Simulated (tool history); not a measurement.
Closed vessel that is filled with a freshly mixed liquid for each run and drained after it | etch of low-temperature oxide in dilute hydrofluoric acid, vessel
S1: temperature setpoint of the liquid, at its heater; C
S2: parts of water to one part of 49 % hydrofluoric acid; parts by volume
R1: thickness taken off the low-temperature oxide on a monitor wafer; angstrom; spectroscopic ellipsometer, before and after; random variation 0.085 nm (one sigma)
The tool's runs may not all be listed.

Run 1, hour 0: S1 21 C, S2 255 parts by volume, time in the liquid (s) 100. Result: R1 89.46 angstrom.
Run 2, hour 3.3: S1 23.5 C, S2 255 parts by volume, time in the liquid (s) 100. Result: R1 98.79 angstrom.
Run 3, hour 9.3: S1 23.5 C, S2 345 parts by volume, time in the liquid (s) 100. Result: R1 66.272 angstrom.
Run 4, hour 16.2: S1 23.5 C, S2 345 parts by volume, time in the liquid (s) 100. Result: R1 67.084 angstrom.
Run 5, hour 23.8: S1 23.5 C, S2 405 parts by volume, time in the liquid (s) 100. Result: R1 53.479 angstrom.
Run 6, hour 28.2: S1 23.5 C, S2 440 parts by volume, time in the liquid (s) 100. Result: R1 47.955 angstrom.
Run 7, hour 28.7: S1 27.5 C, S2 335 parts by volume, time in the liquid (s) 100. Result: R1 79.44 angstrom.
Run 8, hour 35.6: S1 28 C, S2 280 parts by volume, time in the liquid (s) 100. Result: R1 101.7 angstrom.

Forecast run 9:
Run 9, hour 41: S1 28.5 C, S2 245 parts by volume, time in the liquid (s) 100. Result: R1 ?.

R1: 123.31 angstrom

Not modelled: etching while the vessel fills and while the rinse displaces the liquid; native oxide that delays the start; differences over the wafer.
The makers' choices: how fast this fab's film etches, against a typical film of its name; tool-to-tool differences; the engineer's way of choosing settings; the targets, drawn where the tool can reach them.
